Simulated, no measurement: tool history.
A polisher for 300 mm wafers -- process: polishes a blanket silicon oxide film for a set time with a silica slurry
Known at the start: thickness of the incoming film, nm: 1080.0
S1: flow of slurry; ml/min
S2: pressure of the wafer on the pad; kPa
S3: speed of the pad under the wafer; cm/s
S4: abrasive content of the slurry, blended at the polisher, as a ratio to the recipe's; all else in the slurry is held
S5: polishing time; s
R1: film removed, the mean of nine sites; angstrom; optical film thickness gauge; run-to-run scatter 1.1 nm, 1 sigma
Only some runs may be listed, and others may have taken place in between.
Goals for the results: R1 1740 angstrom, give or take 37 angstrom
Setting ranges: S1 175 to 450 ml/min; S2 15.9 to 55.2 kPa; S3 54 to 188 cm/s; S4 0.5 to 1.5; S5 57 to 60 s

Run 1, hour 0: S1 290 ml/min, S2 35.2 kPa, S3 120 cm/s, S4 1, S5 57 s. Result: R1 2249.8 angstrom.
Run 2, hour 6.9: S1 290 ml/min, S2 34.5 kPa, S3 120 cm/s, S4 1, S5 57 s. Result: R1 2199.2 angstrom.
Run 3, hour 11.1: S1 290 ml/min, S2 26.9 kPa, S3 120 cm/s, S4 1, S5 57 s. Result: R1 1905.2 angstrom.
Run 4, hour 19: S1 290 ml/min, S2 26.2 kPa, S3 120 cm/s, S4 1, S5 57 s. Result: R1 1876.2 angstrom.
Run 5, hour 23.5: S1 335 ml/min, S2 26.2 kPa, S3 120 cm/s, S4 1, S5 57 s. Result: R1 1906.2 angstrom.
Run 6, hour 25.7: S1 335 ml/min, S2 26.2 kPa, S3 136 cm/s, S4 1, S5 57 s. Result: R1 2102 angstrom.
Run 7, hour 33.6: S1 330 ml/min, S2 25.5 kPa, S3 136 cm/s, S4 1, S5 57 s. Result: R1 2063.5 angstrom.
Run 8, hour 41.5: S1 325 ml/min, S2 24.8 kPa, S3 136 cm/s, S4 1, S5 57 s. Result: R1 2025.4 angstrom.
Run 9, hour 44.7: S1 320 ml/min, S2 24.1 kPa, S3 136 cm/s, S4 1, S5 57 s. Result: R1 2019.6 angstrom.
Run 10, hour 45.5: S1 320 ml/min, S2 23.4 kPa, S3 136 cm/s, S4 1, S5 57 s. Result: R1 1971.4 angstrom.
Run 11, hour 51: S1 315 ml/min, S2 22.8 kPa, S3 136 cm/s, S4 1, S5 57 s. Result: R1 1942.9 angstrom.
Run 12, hour 54.6: S1 310 ml/min, S2 22.1 kPa, S3 136 cm/s, S4 1, S5 57 s. Result: R1 1886 angstrom.
Run 13, hour 59.4: S1 300 ml/min, S2 22.1 kPa, S3 136 cm/s, S4 1, S5 57 s. Result: R1 1896.7 angstrom.
Run 14, hour 67.7: S1 295 ml/min, S2 21.4 kPa, S3 136 cm/s, S4 1, S5 57 s. Result: R1 1871.7 angstrom.

Which of these 5 next moves meets every target?
Run A, hour 76: S1 295 ml/min, S2 18.6 kPa, S3 144 cm/s, S4 0.95, S5 60 s. Result: R1 ?.
Run B, hour 76: S1 225 ml/min, S2 30.3 kPa, S3 138 cm/s, S4 0.8, S5 57 s. Result: R1 ?.
Run C, hour 76: S1 330 ml/min, S2 18.6 kPa, S3 174 cm/s, S4 0.6, S5 60 s. Result: R1 ?.
Run D, hour 76: S1 280 ml/min, S2 20.7 kPa, S3 124 cm/s, S4 0.95, S5 60 s. Result: R1 ?.
Run E, hour 76: S1 300 ml/min, S2 23.4 kPa, S3 134 cm/s, S4 1, S5 57 s. Result: R1 ?.

move      R1
   A  1875.5
   B  1989.5
   C  1670.1
   D  1745.8
   E  1950.2
A: neither nearer nor further off than the last run
B: moves away from the targets compared with the last run
C: the result that was furthest off in the last run now lies on the other side of its target
D: all results in spec
E: moves away from the targets compared with the last run
Go with D: it meets all targets.
